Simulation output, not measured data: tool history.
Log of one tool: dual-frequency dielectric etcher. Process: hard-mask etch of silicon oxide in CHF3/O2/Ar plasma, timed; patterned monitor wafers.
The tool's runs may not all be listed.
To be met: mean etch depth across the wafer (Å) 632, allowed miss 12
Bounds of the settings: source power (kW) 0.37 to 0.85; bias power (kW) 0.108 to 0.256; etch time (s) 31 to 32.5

run	hour	source power (kW)	bias power (kW)	etch time (s)	mean etch depth across the wafer (Å)
1	0	0.61	0.182	31	575.01
2	4.9	0.61	0.209	31	592.97
3	11.7	0.62	0.21	31	596.15
4	20.2	0.62	0.19	31	579.74
5	20.8	0.62	0.166	31	558.85
6	22.3	0.58	0.166	31	543.37
7	24.4	0.6	0.167	31	549.7
8	29.6	0.62	0.168	31	555.9
9	32.7	0.74	0.182	31	619.58

Which of these 5 next moves meets every target?
A	35.8	0.62	0.228	32	?
B	35.8	0.78	0.194	31.5	?
C	35.8	0.68	0.195	31	?
D	35.8	0.73	0.203	32	?
E	35.8	0.63	0.193	31	?

move	mean etch depth across the wafer (Å)
A	633.76
B	653.82
C	608.78
D	654.86
E	587.9
A: meets every target
B: takes the result that was furthest off past its target
C: further off than the last run
D: takes the result that was furthest off past its target
E: further off than the last run
Move A is the one to make.

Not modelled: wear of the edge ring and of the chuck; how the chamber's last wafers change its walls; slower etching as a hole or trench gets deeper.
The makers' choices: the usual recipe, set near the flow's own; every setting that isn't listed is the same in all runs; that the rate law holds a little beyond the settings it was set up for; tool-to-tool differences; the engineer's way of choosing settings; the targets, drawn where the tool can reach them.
